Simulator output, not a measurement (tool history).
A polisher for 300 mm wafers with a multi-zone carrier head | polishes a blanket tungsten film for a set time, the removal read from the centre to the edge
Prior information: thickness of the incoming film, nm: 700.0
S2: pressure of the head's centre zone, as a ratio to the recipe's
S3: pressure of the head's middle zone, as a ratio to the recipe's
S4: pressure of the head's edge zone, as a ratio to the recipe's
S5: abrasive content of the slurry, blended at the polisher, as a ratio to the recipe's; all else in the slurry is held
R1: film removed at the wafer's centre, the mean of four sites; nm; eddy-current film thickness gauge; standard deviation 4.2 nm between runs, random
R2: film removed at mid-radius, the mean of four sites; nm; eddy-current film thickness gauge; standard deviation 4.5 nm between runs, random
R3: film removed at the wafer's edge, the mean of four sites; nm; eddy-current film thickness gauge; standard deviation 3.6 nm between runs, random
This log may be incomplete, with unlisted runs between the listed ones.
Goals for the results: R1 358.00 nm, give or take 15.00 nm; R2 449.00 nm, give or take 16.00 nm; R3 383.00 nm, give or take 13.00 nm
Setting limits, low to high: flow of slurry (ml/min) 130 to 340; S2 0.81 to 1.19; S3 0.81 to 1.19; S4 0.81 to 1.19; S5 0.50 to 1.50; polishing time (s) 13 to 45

run 1 hour=0.0 | flow_of_slurry_(ml/min)=220 S2=1.00 S3=1.00 S4=1.00 S5=1.00 polishing_time_(s)=29 | R1=285.86 R2=282.64 R3=282.19
run 2 hour=7.0 | flow_of_slurry_(ml/min)=230 S2=0.99 S3=1.05 S4=1.01 S5=1.10 polishing_time_(s)=30 | R1=300.83 R2=318.81 R3=305.87
run 3 hour=14.8 | flow_of_slurry_(ml/min)=230 S2=0.99 S3=1.12 S4=1.01 S5=1.10 polishing_time_(s)=30 | R1=301.50 R2=333.11 R3=303.91
run 4 hour=20.9 | flow_of_slurry_(ml/min)=230 S2=0.99 S3=1.06 S4=1.01 S5=1.10 polishing_time_(s)=30 | R1=296.11 R2=320.20 R3=307.52
run 5 hour=29.4 | flow_of_slurry_(ml/min)=230 S2=1.03 S3=1.06 S4=1.01 S5=1.10 polishing_time_(s)=30 | R1=311.82 R2=318.07 R3=305.12
run 6 hour=36.2 | flow_of_slurry_(ml/min)=230 S2=1.03 S3=1.06 S4=1.01 S5=1.10 polishing_time_(s)=25 | R1=266.76 R2=263.96 R3=255.12
run 7 hour=38.4 | flow_of_slurry_(ml/min)=240 S2=1.02 S3=1.09 S4=1.01 S5=1.20 polishing_time_(s)=27 | R1=284.72 R2=300.12 R3=282.74
run 8 hour=43.5 | flow_of_slurry_(ml/min)=250 S2=1.01 S3=1.11 S4=1.00 S5=1.25 polishing_time_(s)=28 | R1=302.98 R2=319.28 R3=294.95
run 9 hour=50.6 | flow_of_slurry_(ml/min)=240 S2=0.91 S3=1.19 S4=0.96 S5=1.50 polishing_time_(s)=36 | R1=372.92 R2=458.51 R3=394.35
run 10 hour=54.4 | flow_of_slurry_(ml/min)=240 S2=0.91 S3=1.19 S4=0.96 S5=1.50 polishing_time_(s)=36 | R1=372.53 R2=466.69 R3=395.03
run 11 hour=58.5 | flow_of_slurry_(ml/min)=240 S2=0.91 S3=1.19 S4=0.96 S5=1.50 polishing_time_(s)=36 | R1=376.85 R2=473.51 R3=398.05

Below are 5 possible settings for the next run. Only one of them brings all results inside the allowed miss of their targets. Which is it?
run A hour=62.6 | flow_of_slurry_(ml/min)=290 S2=1.01 S3=1.14 S4=0.92 S5=1.35 polishing_time_(s)=36 | R1=? R2=? R3=?
run B hour=62.6 | flow_of_slurry_(ml/min)=250 S2=0.96 S3=1.17 S4=0.97 S5=1.40 polishing_time_(s)=38 | R1=? R2=? R3=?
run C hour=62.6 | flow_of_slurry_(ml/min)=180 S2=0.98 S3=1.10 S4=1.07 S5=1.50 polishing_time_(s)=37 | R1=? R2=? R3=?
run D hour=62.6 | flow_of_slurry_(ml/min)=285 S2=0.91 S3=1.18 S4=0.98 S5=1.50 polishing_time_(s)=34 | R1=? R2=? R3=?
run E hour=62.6 | flow_of_slurry_(ml/min)=210 S2=0.95 S3=1.19 S4=0.87 S5=1.45 polishing_time_(s)=39 | R1=? R2=? R3=?

move=A R1=403.96 R2=446.95 R3=386.61
move=B R1=403.18 R2=480.95 R3=418.33
move=C R1=391.25 R2=435.72 R3=424.12
move=D R1=354.79 R2=449.37 R3=388.48
move=E R1=404.84 R2=496.47 R3=406.50
A: the furthest-off result lands on target, but another misses its tolerance
B: further off than the last run
C: the furthest-off result lands on target, but another misses its tolerance
D: all results in spec
E: further off than the last run
Correct choice: D, which meets every target

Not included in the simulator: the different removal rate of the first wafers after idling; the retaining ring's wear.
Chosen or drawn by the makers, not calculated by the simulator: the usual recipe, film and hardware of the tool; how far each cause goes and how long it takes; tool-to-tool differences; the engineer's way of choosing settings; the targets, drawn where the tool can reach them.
